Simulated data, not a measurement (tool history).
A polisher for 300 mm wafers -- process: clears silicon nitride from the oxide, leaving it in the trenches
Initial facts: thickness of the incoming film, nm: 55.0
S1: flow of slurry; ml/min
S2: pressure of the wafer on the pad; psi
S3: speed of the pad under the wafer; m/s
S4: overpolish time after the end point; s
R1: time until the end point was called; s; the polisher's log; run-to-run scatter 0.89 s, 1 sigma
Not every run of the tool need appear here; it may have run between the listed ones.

run    day   S1   S2    S3  S4      R1
  1      0  180  2.4  0.84  21  80.543
  2  0.296  180  2.6  0.84  21  75.653
  3  0.471  180  2.8  0.84  21  72.695
  4  0.833  180    3  0.86  21   66.47
  5  0.871  180  3.1  0.86  21  64.821
  6  1.121  180  3.2  0.86  21   64.17
  7    1.4  180  3.3  0.88  21  60.321

What does the tool deliver on the next run?
  8  1.538  180  3.4  0.88  21   ?

{"run 8": {"R1": 60.12}}
